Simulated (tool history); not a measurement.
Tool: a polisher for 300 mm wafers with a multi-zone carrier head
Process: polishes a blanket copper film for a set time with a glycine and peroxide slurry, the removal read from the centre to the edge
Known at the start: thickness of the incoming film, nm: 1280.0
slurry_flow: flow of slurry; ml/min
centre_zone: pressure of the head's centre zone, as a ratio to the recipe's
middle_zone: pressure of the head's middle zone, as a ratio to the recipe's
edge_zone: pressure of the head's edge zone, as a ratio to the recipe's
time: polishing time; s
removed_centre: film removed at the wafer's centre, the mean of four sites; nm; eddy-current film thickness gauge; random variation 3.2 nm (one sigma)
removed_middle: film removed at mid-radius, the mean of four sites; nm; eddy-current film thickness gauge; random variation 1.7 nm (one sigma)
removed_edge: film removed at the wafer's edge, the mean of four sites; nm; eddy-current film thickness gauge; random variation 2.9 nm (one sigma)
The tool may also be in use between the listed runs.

run 1 hour=0 | slurry_flow=170 centre_zone=1 middle_zone=1 edge_zone=1 time=40 | removed_centre=203.97 removed_middle=214.63 removed_edge=205.34
run 2 hour=2.1 | slurry_flow=185 centre_zone=1 middle_zone=1.03 edge_zone=1.01 time=40 | removed_centre=212.39 removed_middle=220.33 removed_edge=210.41
run 3 hour=3.6 | slurry_flow=170 centre_zone=1 middle_zone=1.03 edge_zone=1.01 time=40 | removed_centre=206.88 removed_middle=217.41 removed_edge=204.84
run 4 hour=4.9 | slurry_flow=185 centre_zone=0.98 middle_zone=1.06 edge_zone=1.01 time=40 | removed_centre=201.44 removed_middle=226.56 removed_edge=205.5
run 5 hour=8.2 | slurry_flow=185 centre_zone=1.06 middle_zone=1.06 edge_zone=1.01 time=40 | removed_centre=217.05 removed_middle=227.28 removed_edge=208.49
run 6 hour=15.7 | slurry_flow=195 centre_zone=1.05 middle_zone=1.08 edge_zone=1.03 time=40 | removed_centre=215.33 removed_middle=229.51 removed_edge=208.12
run 7 hour=21.7 | slurry_flow=200 centre_zone=1.04 middle_zone=1.09 edge_zone=1.04 time=41 | removed_centre=230.71 removed_middle=243.29 removed_edge=215.77

Run 8 is up next; what results do you expect?
run 8 hour=26.6 | slurry_flow=200 centre_zone=1.01 middle_zone=1.09 edge_zone=1.05 time=41 | removed_centre=? removed_middle=? removed_edge=?

Run 8 measured removed_centre 213.19 nm, removed_middle 239.73 nm, removed_edge 217.99 nm.
